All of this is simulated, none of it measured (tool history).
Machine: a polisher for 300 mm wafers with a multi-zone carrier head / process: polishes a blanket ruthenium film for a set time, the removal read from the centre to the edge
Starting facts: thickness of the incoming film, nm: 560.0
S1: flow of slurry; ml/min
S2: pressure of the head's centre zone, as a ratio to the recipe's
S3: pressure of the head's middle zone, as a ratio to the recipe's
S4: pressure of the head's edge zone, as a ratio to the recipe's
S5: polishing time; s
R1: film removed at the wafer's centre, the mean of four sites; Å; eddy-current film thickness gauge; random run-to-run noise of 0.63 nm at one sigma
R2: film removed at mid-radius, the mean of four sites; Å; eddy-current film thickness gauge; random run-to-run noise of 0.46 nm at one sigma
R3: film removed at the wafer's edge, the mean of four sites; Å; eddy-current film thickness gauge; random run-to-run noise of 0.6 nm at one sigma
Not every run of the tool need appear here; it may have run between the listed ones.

Run 1, day 0.000: S1 130 ml/min, S2 1.00, S3 1.00, S4 1.00, S5 59 s. Result: R1 409.00 Å, R2 411.57 Å, R3 406.11 Å.
Run 2, day 0.321: S1 140 ml/min, S2 1.01, S3 1.01, S4 1.01, S5 59 s. Result: R1 411.44 Å, R2 422.77 Å, R3 415.57 Å.
Run 3, day 0.396: S1 150 ml/min, S2 1.03, S3 1.02, S4 1.01, S5 59 s. Result: R1 431.34 Å, R2 430.39 Å, R3 407.32 Å.
Run 4, day 0.671: S1 180 ml/min, S2 1.03, S3 1.02, S4 1.01, S5 59 s. Result: R1 448.64 Å, R2 431.44 Å, R3 431.52 Å.
Run 5, day 0.758: S1 180 ml/min, S2 0.94, S3 1.02, S4 1.01, S5 59 s. Result: R1 412.32 Å, R2 437.39 Å, R3 441.95 Å.
Run 6, day 0.925: S1 180 ml/min, S2 0.94, S3 1.02, S4 1.07, S5 59 s. Result: R1 427.80 Å, R2 439.46 Å, R3 447.31 Å.
Run 7, day 1.025: S1 180 ml/min, S2 0.96, S3 1.04, S4 1.08, S5 59 s. Result: R1 422.14 Å, R2 447.28 Å, R3 450.84 Å.

Predict the results of run 8:
Run 8, day 1.054: S1 180 ml/min, S2 0.96, S3 1.04, S4 1.08, S5 59 s. Result: R1 ?, R2 ?, R3 ?.

R1: 428.42 Å
R2: 454.01 Å
R3: 433.82 Å
